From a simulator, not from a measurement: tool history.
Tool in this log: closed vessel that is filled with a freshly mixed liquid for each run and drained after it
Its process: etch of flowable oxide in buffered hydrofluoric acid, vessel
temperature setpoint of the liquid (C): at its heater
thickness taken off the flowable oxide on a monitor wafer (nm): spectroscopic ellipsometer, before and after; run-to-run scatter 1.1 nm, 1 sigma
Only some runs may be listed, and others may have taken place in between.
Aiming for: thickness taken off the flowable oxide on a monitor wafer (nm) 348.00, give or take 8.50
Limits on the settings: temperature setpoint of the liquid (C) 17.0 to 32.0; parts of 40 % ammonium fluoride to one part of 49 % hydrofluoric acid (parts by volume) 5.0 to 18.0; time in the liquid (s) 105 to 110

run,hour,temperature setpoint of the liquid (C),parts of 40 % ammonium fluoride to one part of 49 % hydrofluoric acid (parts by volume),time in the liquid (s),thickness taken off the flowable oxide on a monitor wafer (nm)
1,0.0,24.0,11.0,105,299.09
2,1.8,26.0,11.0,105,331.54
3,10.8,29.0,11.0,105,388.22
4,19.9,29.0,11.0,105,391.02
5,28.5,29.0,9.5,105,441.47
6,37.4,29.0,8.5,105,485.10
7,46.2,27.5,8.5,105,448.84
8,49.0,26.5,8.5,105,424.47
9,54.9,26.5,8.5,105,425.41
10,60.6,25.5,8.5,105,404.64
11,64.9,22.0,8.5,105,332.40

Below are 4 possible settings for the next run. Only one of them brings all results inside the allowed miss of their targets. Which is it?
A,69.2,22.5,8.0,105,?
B,69.2,20.5,7.5,105,?
C,69.2,21.5,7.5,105,?
D,69.2,23.5,8.5,110,?

move,thickness taken off the flowable oxide on a monitor wafer (nm)
A,365.24
B,350.59
C,370.62
D,378.49
A: pushes the last run's worst result past its target
B: every result within its allowed miss
C: pushes the last run's worst result past its target
D: pushes the last run's worst result past its target
The move that meets every target is B.
